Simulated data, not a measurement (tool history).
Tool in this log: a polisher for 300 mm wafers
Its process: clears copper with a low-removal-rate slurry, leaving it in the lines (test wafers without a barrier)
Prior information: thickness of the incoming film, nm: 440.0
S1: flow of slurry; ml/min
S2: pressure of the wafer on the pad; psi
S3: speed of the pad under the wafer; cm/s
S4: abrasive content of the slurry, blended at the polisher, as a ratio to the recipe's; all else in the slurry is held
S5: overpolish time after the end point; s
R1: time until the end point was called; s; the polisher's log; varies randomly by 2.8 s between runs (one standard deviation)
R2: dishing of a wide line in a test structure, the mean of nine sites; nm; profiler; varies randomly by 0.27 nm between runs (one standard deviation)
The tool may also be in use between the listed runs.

run 1 hour=0.0 | S1=135 S2=3.6 S3=102 S4=1.00 S5=24 | R1=130.75 R2=41.254
run 2 hour=1.1 | S1=135 S2=3.1 S3=102 S4=1.00 S5=20 | R1=152.07 R2=36.072
run 3 hour=3.4 | S1=135 S2=3.1 S3=114 S4=1.00 S5=20 | R1=133.75 R2=37.390
run 4 hour=8.9 | S1=120 S2=2.8 S3=116 S4=0.90 S5=17 | R1=150.64 R2=32.897
run 5 hour=12.4 | S1=150 S2=2.8 S3=116 S4=0.90 S5=17 | R1=145.03 R2=31.682
run 6 hour=13.4 | S1=165 S2=2.5 S3=114 S4=0.80 S5=15 | R1=164.16 R2=27.404
run 7 hour=19.5 | S1=175 S2=2.3 S3=114 S4=0.75 S5=13 | R1=177.08 R2=23.175
run 8 hour=25.0 | S1=175 S2=2.3 S3=114 S4=0.75 S5=13 | R1=179.49 R2=22.346
run 9 hour=32.8 | S1=180 S2=2.1 S3=114 S4=0.70 S5=12 | R1=193.36 R2=18.947
run 10 hour=39.4 | S1=180 S2=2.1 S3=114 S4=0.70 S5=12 | R1=192.24 R2=20.046
run 11 hour=41.6 | S1=185 S2=2.0 S3=114 S4=0.65 S5=11 | R1=203.36 R2=16.996

Run 12 is up next; what results do you expect?
run 12 hour=47.8 | S1=190 S2=1.9 S3=116 S4=0.60 S5=10 | R1=? R2=?

{"run 12": {"R1": 218.85, "R2": 15.053}}
